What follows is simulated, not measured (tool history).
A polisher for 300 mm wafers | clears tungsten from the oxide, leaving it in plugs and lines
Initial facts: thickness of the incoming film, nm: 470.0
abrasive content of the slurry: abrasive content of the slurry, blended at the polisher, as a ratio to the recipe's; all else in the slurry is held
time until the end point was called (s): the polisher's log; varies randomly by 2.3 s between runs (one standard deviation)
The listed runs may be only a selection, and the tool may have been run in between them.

run	hour	flow of slurry (ml/min)	pressure of the wafer on the pad (kPa)	speed of the pad under the wafer (cm/s)	abrasive content of the slurry	overpolish time after the end point (s)	time until the end point was called (s)
1	0.0	240	26.2	118	1.00	9	69.623
2	3.1	240	26.2	118	1.00	7	69.488
3	10.5	240	26.2	118	1.15	7	70.131
4	19.1	240	26.2	118	1.15	7	68.472
5	25.3	240	24.1	116	1.15	7	74.343
6	30.5	240	22.8	114	1.15	7	80.412
7	37.7	240	21.4	112	1.15	7	86.563
8	44.5	240	20.7	112	1.15	7	88.142
9	49.5	240	20.0	112	1.15	7	89.662
10	55.5	240	19.3	112	1.15	7	94.018
11	62.4	240	18.6	112	1.15	7	98.556
12	67.8	240	17.9	112	1.15	7	103.970

The next listed run, before its measurement:
13	70.5	240	17.2	112	1.15	7	?

For run 13 the tool returned time until the end point was called (s) 101.570.
